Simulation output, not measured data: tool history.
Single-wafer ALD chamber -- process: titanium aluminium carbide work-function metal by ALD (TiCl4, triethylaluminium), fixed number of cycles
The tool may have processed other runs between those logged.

run  hour  heater temperature setpoint (deg C)  triethylaluminium pulse time (s)  mean film thickness on the monitor wafer (angstrom)
  1     0                                  315                             12.47                                               23.807
  2   8.6                                  317                             12.67                                               24.012
  3  15.5                                  318                             12.85                                                24.05
  4  22.7                                  320                             13.06                                               24.412
  5  28.9                                  321                             13.17                                               24.447
  6  32.9                                  322                             13.29                                               24.657
  7  37.6                                  323                             13.37                                               24.713

What does the tool deliver on the next run?
  8  42.3                                  324                             13.45                                                    ?

Run 8 yielded mean film thickness on the monitor wafer (angstrom) 24.672.
